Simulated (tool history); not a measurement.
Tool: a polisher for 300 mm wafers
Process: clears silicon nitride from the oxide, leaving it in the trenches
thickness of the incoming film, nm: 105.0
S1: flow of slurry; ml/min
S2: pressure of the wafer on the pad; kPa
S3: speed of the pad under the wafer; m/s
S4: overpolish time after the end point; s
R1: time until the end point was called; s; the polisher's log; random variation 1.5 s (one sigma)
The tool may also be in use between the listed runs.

run 1 hour=0 | S1=130 S2=23.4 S3=0.8 S4=31 | R1=103.62
run 2 hour=2.8 | S1=130 S2=23.4 S3=0.8 S4=33 | R1=100.54
run 3 hour=6.9 | S1=125 S2=22.1 S3=0.8 S4=33 | R1=108.71
run 4 hour=11.7 | S1=125 S2=22.1 S3=0.88 S4=33 | R1=100.01
run 5 hour=17 | S1=120 S2=20.7 S3=0.88 S4=33 | R1=106.45
run 6 hour=23.2 | S1=120 S2=20.7 S3=0.88 S4=31 | R1=106.88
run 7 hour=27.2 | S1=115 S2=20 S3=0.88 S4=31 | R1=111.02

Forecast run 8:
run 8 hour=32.3 | S1=115 S2=19.3 S3=0.88 S4=31 | R1=?

R1: 116.68 s
